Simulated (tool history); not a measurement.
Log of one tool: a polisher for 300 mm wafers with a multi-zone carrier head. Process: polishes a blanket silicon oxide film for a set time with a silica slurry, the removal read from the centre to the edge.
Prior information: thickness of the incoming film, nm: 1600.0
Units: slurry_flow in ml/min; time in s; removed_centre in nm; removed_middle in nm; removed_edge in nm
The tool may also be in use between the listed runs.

run,day,slurry_flow,centre_zone,middle_zone,edge_zone,slurry_solids,time,removed_centre,removed_middle,removed_edge
1,0,160,1,1,1,1,43,156.52,159.98,161.89
2,0.138,160,1,1,1,1.15,43,162.93,165.42,166.65
3,0.279,160,1.08,1,1,1.15,43,178.13,168.51,167.05
4,0.496,160,1.03,1,1,1.15,43,168.93,168.39,168.24
5,0.846,160,1.03,1,1.08,1.15,43,170.49,169.7,177.31
6,1.012,160,0.99,1,1.08,1.15,43,160.42,168.72,178.93

What will run 7 give?
7,1.204,165,1,1.01,1.09,1.2,43,?,?,?

{"run 7": {"removed_centre": 168.7, "removed_middle": 175.07, "removed_edge": 180.37}}
